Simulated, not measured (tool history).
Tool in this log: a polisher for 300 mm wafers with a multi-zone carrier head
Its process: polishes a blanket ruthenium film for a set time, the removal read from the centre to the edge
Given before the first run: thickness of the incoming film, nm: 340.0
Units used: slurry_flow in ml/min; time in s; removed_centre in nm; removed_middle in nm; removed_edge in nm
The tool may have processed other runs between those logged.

{"run": 1, "hour": 0.0, "slurry_flow": 260, "centre_zone": 1, "middle_zone": 1, "edge_zone": 1, "time": 58, "removed_centre": 63.111, "removed_middle": 61.765, "removed_edge": 62.987}
{"run": 2, "hour": 3.9, "slurry_flow": 265, "centre_zone": 1.01, "middle_zone": 1.02, "edge_zone": 0.96, "time": 54, "removed_centre": 59.215, "removed_middle": 59.787, "removed_edge": 56.828}
{"run": 3, "hour": 6.7, "slurry_flow": 265, "centre_zone": 1.01, "middle_zone": 0.99, "edge_zone": 0.96, "time": 54, "removed_centre": 58.365, "removed_middle": 59.307, "removed_edge": 57.637}
{"run": 4, "hour": 13.9, "slurry_flow": 265, "centre_zone": 1.01, "middle_zone": 0.96, "edge_zone": 0.96, "time": 54, "removed_centre": 59.68, "removed_middle": 57.076, "removed_edge": 56.04}
{"run": 5, "hour": 20.4, "slurry_flow": 270, "centre_zone": 1, "middle_zone": 0.95, "edge_zone": 0.92, "time": 52, "removed_centre": 56.305, "removed_middle": 53.919, "removed_edge": 53.533}
{"run": 6, "hour": 28.9, "slurry_flow": 270, "centre_zone": 1, "middle_zone": 1.01, "edge_zone": 0.92, "time": 52, "removed_centre": 56.09, "removed_middle": 57.38, "removed_edge": 54.922}
{"run": 7, "hour": 32.7, "slurry_flow": 270, "centre_zone": 1.02, "middle_zone": 1.02, "edge_zone": 0.89, "time": 50, "removed_centre": 54.945, "removed_middle": 55.596, "removed_edge": 50.23}
{"run": 8, "hour": 41.0, "slurry_flow": 260, "centre_zone": 1.02, "middle_zone": 1.02, "edge_zone": 0.87, "time": 49, "removed_centre": 54.144, "removed_middle": 53.785, "removed_edge": 49.438}

For run 9, what comes out?
{"run": 9, "hour": 48.9, "slurry_flow": 265, "centre_zone": 1.02, "middle_zone": 1.03, "edge_zone": 0.86, "time": 48, "removed_centre": "?", "removed_middle": "?", "removed_edge": "?"}

Run 9 came out at removed_centre 53.073 nm, removed_middle 53.055 nm, removed_edge 48.144 nm.
